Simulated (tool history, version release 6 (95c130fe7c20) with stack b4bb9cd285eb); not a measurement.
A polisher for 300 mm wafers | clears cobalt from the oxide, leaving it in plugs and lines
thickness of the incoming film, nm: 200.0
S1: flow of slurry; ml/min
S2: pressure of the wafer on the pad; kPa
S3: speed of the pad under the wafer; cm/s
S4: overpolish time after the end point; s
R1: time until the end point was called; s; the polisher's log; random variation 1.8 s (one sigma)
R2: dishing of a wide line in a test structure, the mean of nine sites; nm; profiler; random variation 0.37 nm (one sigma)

Run 1, hour 0.0: S1 300 ml/min, S2 10.3 kPa, S3 94 cm/s, S4 19 s. Result: R1 73.416 s, R2 33.659 nm.
Run 2, hour 7.6: S1 300 ml/min, S2 9.7 kPa, S3 94 cm/s, S4 17 s. Result: R1 76.634 s, R2 30.602 nm.
Run 3, hour 8.3: S1 300 ml/min, S2 9.0 kPa, S3 94 cm/s, S4 15 s. Result: R1 85.763 s, R2 25.728 nm.
Run 4, hour 16.0: S1 300 ml/min, S2 9.0 kPa, S3 94 cm/s, S4 14 s. Result: R1 84.409 s, R2 24.319 nm.
Run 5, hour 17.4: S1 300 ml/min, S2 9.0 kPa, S3 94 cm/s, S4 10 s. Result: R1 85.667 s, R2 19.198 nm.
Run 6, hour 19.3: S1 300 ml/min, S2 9.0 kPa, S3 114 cm/s, S4 10 s. Result: R1 71.134 s, R2 22.757 nm.

Forecast run 7:
Run 7, hour 23.9: S1 300 ml/min, S2 8.3 kPa, S3 114 cm/s, S4 10 s. Result: R1 ?, R2 ?.

Logged for run 7: R1 77.224 s, R2 20.147 nm.

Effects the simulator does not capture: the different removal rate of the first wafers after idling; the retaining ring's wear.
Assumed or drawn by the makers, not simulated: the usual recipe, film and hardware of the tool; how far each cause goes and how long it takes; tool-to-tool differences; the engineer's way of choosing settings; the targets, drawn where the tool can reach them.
